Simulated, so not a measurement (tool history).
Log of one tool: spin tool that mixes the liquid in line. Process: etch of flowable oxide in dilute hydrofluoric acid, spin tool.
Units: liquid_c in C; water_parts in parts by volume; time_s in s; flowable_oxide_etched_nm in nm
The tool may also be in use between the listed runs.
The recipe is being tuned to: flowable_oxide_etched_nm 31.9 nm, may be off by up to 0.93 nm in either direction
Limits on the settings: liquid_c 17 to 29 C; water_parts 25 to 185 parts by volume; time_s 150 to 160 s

run,hour,liquid_c,water_parts,time_s,flowable_oxide_etched_nm
1,0,21,105,150,57.346
2,1.7,20.5,110,150,53.139
3,8.7,20.5,75,150,81.13
4,13.8,20.5,90,150,66.827
5,21.5,20,95,150,61.379
6,24.3,19.5,100,150,56.739
7,25.5,19,105,150,52.975
8,27,19,110,150,50.003
9,33.7,19,110,150,50.306
10,42.2,19,115,150,47.493
11,42.8,19,120,150,45.299
12,50.2,19,125,150,43.199
# hour 53.4: thermometer replaced
13,53.4,18,140,150,34.106

Next run, 4 choices. One meets every target within its allowed miss, the rest don't. Which?
A,56.6,18.5,140,160,?
B,56.6,18.5,140,155,?
C,56.6,17,135,150,?
D,56.6,18.5,150,150,?

move,flowable_oxide_etched_nm
A,37.135
B,35.974
C,34.121
D,32.166
A: moves away from the targets compared with the last run
B: moves away from the targets compared with the last run
C: about the same distance from the targets as the last run
D: all results in spec
D meets every target.
